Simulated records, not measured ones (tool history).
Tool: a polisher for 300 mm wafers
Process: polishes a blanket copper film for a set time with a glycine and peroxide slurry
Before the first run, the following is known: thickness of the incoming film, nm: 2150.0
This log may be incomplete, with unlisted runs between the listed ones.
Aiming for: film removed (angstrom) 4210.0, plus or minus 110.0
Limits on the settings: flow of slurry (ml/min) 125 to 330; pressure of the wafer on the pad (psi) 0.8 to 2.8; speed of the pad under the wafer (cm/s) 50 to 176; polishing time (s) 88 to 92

run  hour  flow of slurry (ml/min)  pressure of the wafer on the pad (psi)  speed of the pad under the wafer (cm/s)  polishing time (s)  film removed (angstrom)
  1   0.0                      210                                     1.8                                      112                  88                   3234.9
  2   2.7                      215                                     1.9                                      112                  88                   3416.1
  3  10.5                      220                                     1.9                                      112                  88                   3385.0
  4  14.8                      220                                     2.0                                      112                  88                   3503.9
  5  16.3                      220                                     2.0                                       84                  88                   2825.5
  6  20.3                      185                                     2.0                                       84                  88                   2764.1
  7  21.5                      230                                     2.5                                       94                  88                   3691.4
  8  23.7                      230                                     2.5                                       94                  88                   3727.0

Of the 4 settings listed for the next run, only one would bring every result within its allowed miss of target. Which one?
  A  25.9                      230                                     2.8                                       68                  90                        ?
  B  25.9                      180                                     2.5                                       78                  88                        ?
  C  25.9                      235                                     2.4                                      100                  92                        ?
  D  25.9                      225                                     2.6                                      100                  92                        ?

move  film removed (angstrom)
   A                   3211.4
   B                   3086.3
   C                   3945.5
   D                   4186.2
A: the biggest miss grows against the last run
B: the biggest miss grows against the last run
C: closer than the last run, but not yet in spec
D: in spec on every target
The move that meets every target is D.
